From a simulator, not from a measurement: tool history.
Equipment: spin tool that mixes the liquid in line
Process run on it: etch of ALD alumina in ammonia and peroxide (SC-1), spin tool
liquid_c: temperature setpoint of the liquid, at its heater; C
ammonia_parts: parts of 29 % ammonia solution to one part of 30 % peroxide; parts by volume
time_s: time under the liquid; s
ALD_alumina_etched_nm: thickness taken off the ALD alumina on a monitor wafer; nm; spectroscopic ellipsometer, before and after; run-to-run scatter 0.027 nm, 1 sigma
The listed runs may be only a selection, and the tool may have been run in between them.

run	hour	liquid_c	ammonia_parts	time_s	ALD_alumina_etched_nm
1	0	47	0.6	95	4.6257
2	2.6	46	0.6	95	4.3515
3	3.9	46	0.5	95	4.341
4	4.5	52.5	0.5	95	6.1888
5	12	52.5	0.5	75	4.8535
6	19.3	56	0.5	75	5.8384
7	22.7	54	0.5	75	5.3292
8	30.3	52.5	0.5	75	4.8003

For run 9, what comes out?
9	33.1	51	0.5	75	?

Run 9 measured ALD_alumina_etched_nm 4.4528 nm.
